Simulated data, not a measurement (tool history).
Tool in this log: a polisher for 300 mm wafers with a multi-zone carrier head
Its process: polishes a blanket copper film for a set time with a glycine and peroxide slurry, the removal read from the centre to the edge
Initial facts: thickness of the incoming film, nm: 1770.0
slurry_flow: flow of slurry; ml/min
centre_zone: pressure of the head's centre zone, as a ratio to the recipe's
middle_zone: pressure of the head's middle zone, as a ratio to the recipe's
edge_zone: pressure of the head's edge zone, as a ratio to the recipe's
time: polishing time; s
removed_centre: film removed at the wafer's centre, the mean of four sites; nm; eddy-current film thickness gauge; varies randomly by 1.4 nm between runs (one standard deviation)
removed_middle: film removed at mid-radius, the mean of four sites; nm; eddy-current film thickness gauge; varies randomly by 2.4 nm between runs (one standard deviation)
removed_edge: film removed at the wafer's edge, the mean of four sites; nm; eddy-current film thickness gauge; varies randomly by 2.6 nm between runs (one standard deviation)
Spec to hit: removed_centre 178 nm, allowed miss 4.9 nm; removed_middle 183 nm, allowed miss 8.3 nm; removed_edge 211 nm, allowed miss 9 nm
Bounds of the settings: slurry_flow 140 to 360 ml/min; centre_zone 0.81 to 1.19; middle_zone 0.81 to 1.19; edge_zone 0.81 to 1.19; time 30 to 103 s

run  hour  slurry_flow  centre_zone  middle_zone  edge_zone  time  removed_centre  removed_middle  removed_edge
  1     0          230            1            1          1    66          304.17          307.38        308.92
  2   1.9          230            1            1       0.93    66          305.25          316.68         295.4
  3   9.6          230            1            1        0.9    66           304.7          308.62        293.28
  4  17.6          225         0.98         0.98        0.9    64          288.27           295.8        286.61
  5  19.9          225         1.04         0.98        0.9    64          310.53          291.88         286.9
  6  28.1          225         1.04         0.94        0.9    64           312.3          276.64        283.22
  7  36.8          220         1.02         0.93        0.9    62          288.78          274.08        278.63
  8  39.7          220         1.01         0.92       0.91    59          272.66          259.68        262.04
  9  43.7          215            1         0.91       0.93    57          263.54          249.89        257.62
 10  44.6          210         0.99          0.9       0.95    55           247.1          237.28        254.28
 11  52.6          180         0.89         0.81       0.89    42          168.18           168.3        188.24

Pick the move, out of 4, that brings all results within their allowed miss; only one does.
  A  60.6          190            1         0.96       0.81    40               ?               ?             ?
  B  60.6          240         0.86         0.81       0.96    45               ?               ?             ?
  C  60.6          215         0.89         0.81          1    38               ?               ?             ?
  D  60.6          140         0.82         0.87       0.98    44               ?               ?             ?

move  removed_centre  removed_middle  removed_edge
   A          181.06          178.07        168.29
   B          178.92          182.35        207.76
   C          154.74          152.47        177.53
   D           157.7          177.87        197.42
A: the biggest miss grows against the last run
B: every result lands within tolerance
C: the biggest miss grows against the last run
D: the biggest miss grows against the last run
Move B is the one to make.

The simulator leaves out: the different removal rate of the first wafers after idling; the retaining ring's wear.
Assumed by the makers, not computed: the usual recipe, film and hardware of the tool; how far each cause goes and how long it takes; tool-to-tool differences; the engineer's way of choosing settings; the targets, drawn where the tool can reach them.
